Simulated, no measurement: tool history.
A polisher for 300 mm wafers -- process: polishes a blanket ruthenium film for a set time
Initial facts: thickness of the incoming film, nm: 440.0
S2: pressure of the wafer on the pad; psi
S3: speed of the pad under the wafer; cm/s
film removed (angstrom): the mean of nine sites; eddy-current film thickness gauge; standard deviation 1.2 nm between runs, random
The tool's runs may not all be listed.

{"run": 1, "hour": 0.0, "flow of slurry (ml/min)": 315, "S2": 2.7, "S3": 92, "polishing time (s)": 90, "film removed (angstrom)": 1044.4}
{"run": 2, "hour": 4.4, "flow of slurry (ml/min)": 315, "S2": 2.8, "S3": 92, "polishing time (s)": 90, "film removed (angstrom)": 1089.3}
{"run": 3, "hour": 8.7, "flow of slurry (ml/min)": 315, "S2": 2.9, "S3": 92, "polishing time (s)": 90, "film removed (angstrom)": 1115.8}
{"run": 4, "hour": 11.6, "flow of slurry (ml/min)": 315, "S2": 2.9, "S3": 76, "polishing time (s)": 90, "film removed (angstrom)": 915.39}
{"run": 5, "hour": 19.1, "flow of slurry (ml/min)": 315, "S2": 3.0, "S3": 76, "polishing time (s)": 90, "film removed (angstrom)": 934.68}
{"run": 6, "hour": 23.1, "flow of slurry (ml/min)": 275, "S2": 3.0, "S3": 76, "polishing time (s)": 90, "film removed (angstrom)": 927.39}

What does the tool deliver on the next run?
{"run": 7, "hour": 27.6, "flow of slurry (ml/min)": 280, "S2": 3.1, "S3": 76, "polishing time (s)": 90, "film removed (angstrom)": "?"}

film removed (angstrom): 934.14

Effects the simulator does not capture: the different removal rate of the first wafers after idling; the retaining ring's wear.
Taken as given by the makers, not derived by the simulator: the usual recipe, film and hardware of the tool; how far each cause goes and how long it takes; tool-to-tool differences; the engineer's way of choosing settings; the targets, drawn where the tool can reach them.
